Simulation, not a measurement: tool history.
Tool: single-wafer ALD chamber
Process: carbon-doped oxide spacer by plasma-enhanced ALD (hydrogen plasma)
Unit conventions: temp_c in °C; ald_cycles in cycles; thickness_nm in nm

run  hour  temp_c  ald_cycles  thickness_nm
  1     0     375         198        9.4544
  2     4     375         202        9.6129
  3   9.6     375         206        9.8199
  4  18.6     375         209        9.9682
  5    25     368         209        10.005
  6  30.3     368         211        10.026
  7  33.3     368         213        10.163

What will run 8 give?
  8  35.7     368         214             ?

Logged for run 8: thickness_nm 10.148 nm.
